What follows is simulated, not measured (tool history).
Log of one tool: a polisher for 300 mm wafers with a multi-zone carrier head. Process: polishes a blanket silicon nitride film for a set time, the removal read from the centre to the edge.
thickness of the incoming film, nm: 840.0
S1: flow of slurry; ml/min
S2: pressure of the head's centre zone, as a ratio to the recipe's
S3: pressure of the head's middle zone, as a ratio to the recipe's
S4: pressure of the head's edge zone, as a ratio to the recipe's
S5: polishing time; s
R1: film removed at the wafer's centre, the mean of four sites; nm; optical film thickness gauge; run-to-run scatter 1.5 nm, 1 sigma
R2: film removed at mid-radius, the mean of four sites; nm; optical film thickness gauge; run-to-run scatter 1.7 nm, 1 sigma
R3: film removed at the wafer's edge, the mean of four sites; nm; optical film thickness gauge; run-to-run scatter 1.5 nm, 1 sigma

run,day,S1,S2,S3,S4,S5,R1,R2,R3
1,0.000,160,1.00,1.00,1.00,88,159.74,177.19,175.22
2,0.067,185,1.00,1.00,1.00,88,167.81,177.29,181.77
3,0.262,185,1.00,1.00,1.08,88,167.12,181.59,186.21
4,0.600,185,1.01,0.98,1.07,87,167.26,173.42,182.73
5,0.808,180,1.01,0.96,1.06,87,163.73,170.72,184.11
6,1.042,180,1.02,0.95,1.05,86,165.05,164.81,181.28

Run 7 has not been measured yet. What should we expect?
# day 1.075: centre zone pressure recalibrated
7,1.075,180,1.03,0.94,1.04,85,?,?,?

Run 7 yielded R1 177.69 nm, R2 162.49 nm, R3 178.19 nm.

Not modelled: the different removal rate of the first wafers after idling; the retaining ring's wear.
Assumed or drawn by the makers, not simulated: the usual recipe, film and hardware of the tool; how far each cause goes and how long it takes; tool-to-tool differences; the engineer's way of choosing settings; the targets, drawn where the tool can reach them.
